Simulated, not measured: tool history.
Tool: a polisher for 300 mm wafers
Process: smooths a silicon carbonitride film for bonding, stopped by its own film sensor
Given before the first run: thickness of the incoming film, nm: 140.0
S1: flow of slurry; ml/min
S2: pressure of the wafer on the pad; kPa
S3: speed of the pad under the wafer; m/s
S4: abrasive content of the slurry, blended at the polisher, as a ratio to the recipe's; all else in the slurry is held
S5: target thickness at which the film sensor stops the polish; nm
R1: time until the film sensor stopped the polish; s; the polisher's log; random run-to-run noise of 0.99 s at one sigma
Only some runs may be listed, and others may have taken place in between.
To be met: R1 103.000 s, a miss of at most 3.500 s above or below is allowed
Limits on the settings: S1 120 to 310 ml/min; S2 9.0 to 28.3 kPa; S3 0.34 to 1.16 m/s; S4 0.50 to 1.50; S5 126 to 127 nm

{"run": 1, "hour": 0.0, "S1": 200, "S2": 18.6, "S3": 0.74, "S4": 1.0, "S5": 126, "R1": 55.584}
{"run": 2, "hour": 5.3, "S1": 200, "S2": 18.6, "S3": 0.86, "S4": 1.0, "S5": 126, "R1": 50.376}
{"run": 3, "hour": 12.3, "S1": 200, "S2": 17.2, "S3": 0.82, "S4": 1.0, "S5": 126, "R1": 56.975}
{"run": 4, "hour": 20.5, "S1": 200, "S2": 15.9, "S3": 0.8, "S4": 1.0, "S5": 126, "R1": 63.052}
{"run": 5, "hour": 22.3, "S1": 200, "S2": 14.5, "S3": 0.8, "S4": 1.0, "S5": 126, "R1": 68.571}
{"run": 6, "hour": 24.1, "S1": 200, "S2": 13.8, "S3": 0.78, "S4": 1.0, "S5": 126, "R1": 71.756}
{"run": 7, "hour": 30.4, "S1": 200, "S2": 13.1, "S3": 0.76, "S4": 1.0, "S5": 126, "R1": 76.897}
{"run": 8, "hour": 31.4, "S1": 200, "S2": 12.4, "S3": 0.76, "S4": 1.0, "S5": 126, "R1": 80.968}

Which single option among these 4 for the next run brings every result within its allowed miss of target? Just one does.
{"run": "A", "hour": 32.4, "S1": 215, "S2": 9.0, "S3": 0.68, "S4": 1.1, "S5": 126, "R1": "?"}
{"run": "B", "hour": 32.4, "S1": 240, "S2": 9.0, "S3": 0.7, "S4": 1.2, "S5": 126, "R1": "?"}
{"run": "C", "hour": 32.4, "S1": 260, "S2": 15.2, "S3": 0.74, "S4": 1.0, "S5": 126, "R1": "?"}
{"run": "D", "hour": 32.4, "S1": 205, "S2": 15.9, "S3": 0.82, "S4": 0.85, "S5": 127, "R1": "?"}

move=A R1=110.720
move=B R1=102.310
move=C R1=65.820
move=D R1=63.218
A: carries the result that was furthest off beyond its target, to the other side
B: in spec on every target
C: misses by more than the last run did
D: misses by more than the last run did
Go with B: it meets all targets.
